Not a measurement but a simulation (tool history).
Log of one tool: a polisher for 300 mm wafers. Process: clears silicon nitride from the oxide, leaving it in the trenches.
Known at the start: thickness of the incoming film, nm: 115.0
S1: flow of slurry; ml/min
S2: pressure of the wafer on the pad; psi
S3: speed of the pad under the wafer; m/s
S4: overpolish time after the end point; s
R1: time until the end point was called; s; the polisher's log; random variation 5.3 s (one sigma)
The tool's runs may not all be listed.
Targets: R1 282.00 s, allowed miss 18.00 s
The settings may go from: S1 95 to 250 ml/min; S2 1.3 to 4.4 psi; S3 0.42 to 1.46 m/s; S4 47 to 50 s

run,hour,S1,S2,S3,S4,R1
1,0.0,160,2.8,0.94,47,151.66
2,7.5,160,2.8,0.94,47,153.64
3,9.1,180,2.8,0.94,47,157.64
4,14.2,180,2.4,0.94,47,171.64
5,20.3,155,2.4,0.94,47,178.75
6,28.5,155,2.4,0.94,47,181.03
7,35.8,155,2.2,0.94,47,195.35
8,44.1,155,2.2,0.94,47,187.12
# hour 46.5: head pressure recalibrated
9,46.5,155,2.1,0.92,47,187.95
10,55.0,155,2.0,0.86,47,207.45
11,59.5,155,1.9,0.84,47,222.35
12,60.5,155,1.8,0.82,47,237.61
13,69.3,155,1.7,0.82,47,249.53

Which of these 5 next moves meets every target?
A,78.1,145,1.5,0.84,47,?
B,78.1,165,1.8,0.96,49,?
C,78.1,120,1.8,0.90,47,?
D,78.1,175,1.8,0.80,47,?
E,78.1,170,1.5,0.94,50,?

move,R1
A,274.46
B,199.18
C,222.26
D,235.77
E,240.76
A: meets every target
B: further off than the last run
C: further off than the last run
D: further off than the last run
E: further off than the last run
The right move is A.

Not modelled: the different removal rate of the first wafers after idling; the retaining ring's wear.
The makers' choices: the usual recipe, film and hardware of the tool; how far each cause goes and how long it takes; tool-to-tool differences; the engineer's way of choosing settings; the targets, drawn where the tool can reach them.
